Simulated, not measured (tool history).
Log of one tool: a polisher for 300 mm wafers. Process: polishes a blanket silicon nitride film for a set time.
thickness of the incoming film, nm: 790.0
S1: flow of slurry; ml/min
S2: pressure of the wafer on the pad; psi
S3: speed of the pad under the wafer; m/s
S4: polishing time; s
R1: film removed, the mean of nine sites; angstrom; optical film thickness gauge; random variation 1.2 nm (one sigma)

run	day	S1	S2	S3	S4	R1
1	0	220	4.5	1.4	57	1854.7
2	0.171	220	4.5	1.1	57	1519.9
3	0.517	220	4.5	1.22	57	1641.6
4	0.812	220	4.3	1.22	57	1577.1
5	1.121	220	3.6	1.22	57	1374.4
6	1.408	245	3.6	1.22	57	1354.5
7	1.496	245	3.6	1.22	57	1359.6
8	1.583	245	3.5	1.22	57	1329.5

The next listed run, before its measurement:
9	1.625	245	3.4	1.22	57	?

R1: 1266.5 angstrom
